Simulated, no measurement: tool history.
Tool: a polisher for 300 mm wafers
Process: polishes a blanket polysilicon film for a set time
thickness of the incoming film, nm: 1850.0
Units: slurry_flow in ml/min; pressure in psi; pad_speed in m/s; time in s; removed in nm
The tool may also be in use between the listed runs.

run 1 hour=0 | slurry_flow=280 pressure=3 pad_speed=0.88 time=33 | removed=231.55
run 2 hour=7.3 | slurry_flow=280 pressure=3 pad_speed=0.78 time=33 | removed=206.8
run 3 hour=9.8 | slurry_flow=280 pressure=2.9 pad_speed=0.78 time=33 | removed=200.96
run 4 hour=13 | slurry_flow=280 pressure=2.9 pad_speed=0.78 time=29 | removed=175.97
run 5 hour=21.9 | slurry_flow=280 pressure=2.9 pad_speed=0.78 time=33 | removed=201.36
run 6 hour=30.1 | slurry_flow=280 pressure=2.8 pad_speed=0.78 time=33 | removed=193.49
run 7 hour=37.4 | slurry_flow=280 pressure=2.7 pad_speed=0.78 time=33 | removed=189.11

Run 8 comes next. What will it give?
run 8 hour=44.6 | slurry_flow=280 pressure=2.6 pad_speed=0.78 time=33 | removed=?

Run 8 gave removed 180.82 nm.
